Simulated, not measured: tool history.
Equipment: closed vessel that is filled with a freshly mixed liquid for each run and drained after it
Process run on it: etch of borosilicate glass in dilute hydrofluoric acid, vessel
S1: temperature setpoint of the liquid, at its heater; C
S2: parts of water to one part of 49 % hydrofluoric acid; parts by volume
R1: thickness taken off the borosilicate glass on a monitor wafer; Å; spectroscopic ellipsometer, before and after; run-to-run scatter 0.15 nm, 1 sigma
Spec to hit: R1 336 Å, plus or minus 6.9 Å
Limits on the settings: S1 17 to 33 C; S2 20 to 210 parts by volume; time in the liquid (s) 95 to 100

Run 1, hour 0: S1 25 C, S2 115 parts by volume, time in the liquid (s) 95. Result: R1 295.86 Å.
Run 2, hour 0.7: S1 21.5 C, S2 115 parts by volume, time in the liquid (s) 95. Result: R1 255.64 Å.
Run 3, hour 1.5: S1 23 C, S2 115 parts by volume, time in the liquid (s) 95. Result: R1 272.85 Å.
Run 4, hour 2.9: S1 23 C, S2 115 parts by volume, time in the liquid (s) 100. Result: R1 289.48 Å.
Run 5, hour 10.1: S1 23 C, S2 115 parts by volume, time in the liquid (s) 100. Result: R1 286.96 Å.
Run 6, hour 12.9: S1 24 C, S2 115 parts by volume, time in the liquid (s) 100. Result: R1 300.33 Å.
Run 7, hour 20.6: S1 25 C, S2 115 parts by volume, time in the liquid (s) 100. Result: R1 309.65 Å.
Run 8, hour 21.1: S1 25.5 C, S2 115 parts by volume, time in the liquid (s) 100. Result: R1 316.15 Å.
Run 9, hour 22.6: S1 26 C, S2 115 parts by volume, time in the liquid (s) 100. Result: R1 324.09 Å.

Below are 4 possible settings for the next run. Only one of them brings all results inside the allowed miss of their targets. Which is it?
Run A, hour 24.1: S1 23 C, S2 100 parts by volume, time in the liquid (s) 100. Result: R1 ?.
Run B, hour 24.1: S1 28 C, S2 125 parts by volume, time in the liquid (s) 100. Result: R1 ?.
Run C, hour 24.1: S1 26 C, S2 115 parts by volume, time in the liquid (s) 95. Result: R1 ?.
Run D, hour 24.1: S1 27.5 C, S2 130 parts by volume, time in the liquid (s) 100. Result: R1 ?.

move      R1
   A  338.16
   B  318.21
   C  308.49
   D  298.37
A: all results in spec
B: moves away from the targets compared with the last run
C: moves away from the targets compared with the last run
D: moves away from the targets compared with the last run
Move A is the one to make.

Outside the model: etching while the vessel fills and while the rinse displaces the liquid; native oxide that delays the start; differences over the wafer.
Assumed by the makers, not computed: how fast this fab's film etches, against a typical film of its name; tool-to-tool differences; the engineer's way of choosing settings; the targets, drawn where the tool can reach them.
